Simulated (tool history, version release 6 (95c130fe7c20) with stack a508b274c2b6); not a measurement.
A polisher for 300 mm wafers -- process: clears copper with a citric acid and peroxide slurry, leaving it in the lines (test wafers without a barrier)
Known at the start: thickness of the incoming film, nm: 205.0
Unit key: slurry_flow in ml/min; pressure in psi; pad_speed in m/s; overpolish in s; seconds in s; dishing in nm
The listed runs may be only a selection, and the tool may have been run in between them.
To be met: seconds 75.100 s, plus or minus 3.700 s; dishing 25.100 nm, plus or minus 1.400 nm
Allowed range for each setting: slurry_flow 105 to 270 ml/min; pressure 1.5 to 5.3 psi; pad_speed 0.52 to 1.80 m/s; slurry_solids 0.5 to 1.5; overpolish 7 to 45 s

run  hour  slurry_flow  pressure  pad_speed  slurry_solids  overpolish  seconds  dishing
  1   0.0          175       3.4       1.16            1.0          23   62.865   58.504
  2   1.7          175       3.2       1.18            1.0          19   63.735   47.884
  3   4.5          175       3.0       1.18            1.0          16   67.577   38.741
  4   7.6          175       3.0       1.18            1.0          20   67.819   48.042
  5  10.4          175       2.9       1.18            1.0          17   70.651   39.343
  6  14.7          175       2.8       1.18            1.0          15   72.698   34.047
  7  15.7          175       2.8       1.18            1.0          14   71.152   32.278
  8  16.9          175       2.7       1.18            1.0          13   76.047   28.713
  9  20.6          175       2.7       1.18            1.0          12   74.970   26.520

Of the 5 settings listed for the next run, only one would bring every result within its allowed miss of target. Which one?
  A  24.3          185       3.2       1.14            0.9          11        ?        ?
  B  24.3          160       2.8       1.12            1.2          13        ?        ?
  C  24.3          175       2.7       1.26            0.7          13        ?        ?
  D  24.3          145       2.8       1.12            1.1          13        ?        ?
  E  24.3          220       3.1       1.04            0.9          11        ?        ?

move  seconds  dishing
   A   66.525   28.117
   B   73.785   29.683
   C   75.092   29.166
   D   75.915   28.917
   E   73.707   25.542
A: its largest miss is bigger than the last run's
B: its largest miss is bigger than the last run's
C: its largest miss is bigger than the last run's
D: its largest miss is bigger than the last run's
E: every result within its allowed miss
Move E is the one to make.
